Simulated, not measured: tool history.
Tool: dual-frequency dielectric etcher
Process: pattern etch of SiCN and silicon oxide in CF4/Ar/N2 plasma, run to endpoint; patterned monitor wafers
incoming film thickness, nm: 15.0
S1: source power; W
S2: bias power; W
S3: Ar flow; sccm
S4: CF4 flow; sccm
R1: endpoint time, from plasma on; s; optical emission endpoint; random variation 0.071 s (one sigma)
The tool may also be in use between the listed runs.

{"run": 1, "hour": 0.0, "S1": 530, "S2": 68, "S3": 138, "S4": 48, "R1": 16.638}
{"run": 2, "hour": 1.0, "S1": 530, "S2": 68, "S3": 125, "S4": 48, "R1": 16.369}
{"run": 3, "hour": 4.4, "S1": 530, "S2": 58, "S3": 125, "S4": 48, "R1": 17.975}
{"run": 4, "hour": 8.4, "S1": 550, "S2": 58, "S3": 125, "S4": 48, "R1": 17.302}
{"run": 5, "hour": 15.5, "S1": 570, "S2": 58, "S3": 125, "S4": 48, "R1": 16.649}
{"run": 6, "hour": 24.4, "S1": 540, "S2": 58, "S3": 125, "S4": 48, "R1": 17.701}
{"run": 7, "hour": 28.4, "S1": 560, "S2": 58, "S3": 125, "S4": 48, "R1": 16.93}

Run 8 comes next. What will it give?
{"run": 8, "hour": 35.8, "S1": 570, "S2": 58, "S3": 125, "S4": 48, "R1": "?"}

R1: 16.701 s
